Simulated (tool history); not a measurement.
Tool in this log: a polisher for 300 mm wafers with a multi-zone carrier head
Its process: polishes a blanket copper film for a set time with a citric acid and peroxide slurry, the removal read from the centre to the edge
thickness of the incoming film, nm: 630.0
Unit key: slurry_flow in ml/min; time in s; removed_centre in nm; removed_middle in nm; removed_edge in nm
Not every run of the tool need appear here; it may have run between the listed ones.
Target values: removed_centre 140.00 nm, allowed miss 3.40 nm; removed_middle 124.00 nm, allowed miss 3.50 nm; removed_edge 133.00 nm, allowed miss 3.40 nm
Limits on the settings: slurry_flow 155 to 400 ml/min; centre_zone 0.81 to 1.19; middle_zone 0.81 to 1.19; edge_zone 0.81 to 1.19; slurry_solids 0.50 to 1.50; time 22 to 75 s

run	hour	slurry_flow	centre_zone	middle_zone	edge_zone	slurry_solids	time	removed_centre	removed_middle	removed_edge
1	0.0	255	1.00	1.00	1.00	1.00	48	124.58	129.31	134.63
2	3.9	270	1.03	0.98	0.99	1.00	48	131.80	127.80	135.62
3	5.0	270	1.03	0.98	1.05	1.00	48	129.73	126.97	139.69
4	9.8	270	1.03	0.98	1.05	0.85	48	128.52	126.62	137.85
5	18.4	270	1.03	0.98	1.05	0.70	48	123.11	121.96	133.03
6	23.0	295	1.05	0.98	1.03	0.70	48	127.65	124.29	134.54
7	24.8	305	1.07	0.98	1.01	0.70	48	131.44	124.49	131.71
8	29.1	315	1.08	0.97	1.01	0.70	48	132.29	124.37	130.93
9	35.5	320	1.09	0.96	1.02	0.70	48	133.36	123.64	134.36
10	39.6	325	1.10	0.96	1.01	0.70	48	133.63	121.77	132.75
11	44.5	330	1.11	0.96	1.01	0.70	48	135.21	122.39	132.86

Exercise: of the 4 proposed moves below, exactly one satisfies all targets within the stated allowed misses. Which move is it?
A	49.4	305	1.04	0.98	0.99	0.85	48	?	?	?
B	49.4	310	1.19	0.93	0.94	0.80	47	?	?	?
C	49.4	320	1.19	0.96	0.99	0.70	49	?	?	?
D	49.4	260	1.10	0.93	0.94	0.80	50	?	?	?

move	removed_centre	removed_middle	removed_edge
A	131.35	126.46	136.20
B	146.32	118.02	129.17
C	150.48	124.34	136.08
D	140.74	123.20	135.40
A: the biggest miss grows against the last run
B: pushes the last run's worst result past its target
C: pushes the last run's worst result past its target
D: each result inside its tolerance
D meets every target.
